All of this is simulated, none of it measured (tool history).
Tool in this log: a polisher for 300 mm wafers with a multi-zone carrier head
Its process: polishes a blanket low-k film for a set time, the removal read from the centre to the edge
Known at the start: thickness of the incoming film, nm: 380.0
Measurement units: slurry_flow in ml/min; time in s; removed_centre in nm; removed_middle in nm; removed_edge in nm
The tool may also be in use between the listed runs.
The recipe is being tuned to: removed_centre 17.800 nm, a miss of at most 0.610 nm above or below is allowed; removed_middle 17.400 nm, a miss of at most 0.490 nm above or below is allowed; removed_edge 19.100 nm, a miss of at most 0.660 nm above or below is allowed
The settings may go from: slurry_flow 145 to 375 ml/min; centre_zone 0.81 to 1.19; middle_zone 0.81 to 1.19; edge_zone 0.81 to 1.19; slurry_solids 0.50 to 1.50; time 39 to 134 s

run,hour,slurry_flow,centre_zone,middle_zone,edge_zone,slurry_solids,time,removed_centre,removed_middle,removed_edge
1,0.0,240,1.00,1.00,1.00,1.00,86,33.270,32.756,31.858
2,6.0,240,1.00,1.00,1.00,1.15,86,35.143,34.536,34.064
3,14.8,235,0.99,0.98,1.00,1.10,84,33.019,32.828,32.580
4,18.9,235,1.05,0.98,1.00,1.10,84,35.594,32.324,32.663
5,24.5,230,1.04,0.96,1.00,1.05,82,33.691,30.323,31.336
6,27.0,230,1.04,0.96,1.00,1.05,68,28.086,25.672,26.144
7,31.5,190,0.94,0.86,0.91,0.80,66,21.209,19.757,21.134
8,38.6,165,0.84,0.81,0.87,0.65,66,17.243,16.566,18.792
9,40.0,170,0.84,0.81,0.87,0.65,66,17.378,16.994,18.694

Which of these 4 next moves meets every target?
A,41.4,190,0.81,0.81,0.94,0.70,64,?,?,?
B,41.4,220,0.93,0.82,0.81,0.65,64,?,?,?
C,41.4,220,0.83,0.81,0.86,0.50,76,?,?,?
D,41.4,165,0.94,0.87,0.84,0.70,62,?,?,?

move,removed_centre,removed_middle,removed_edge
A,16.865,17.014,19.867
B,19.047,16.845,18.145
C,17.801,17.491,19.535
D,18.679,17.209,18.071
A: meets the target for the result that was furthest off, but another lies outside its allowed miss
B: moves away from the targets compared with the last run
C: in spec on every target
D: meets the target for the result that was furthest off, but another lies outside its allowed miss
Move C is the one to make.
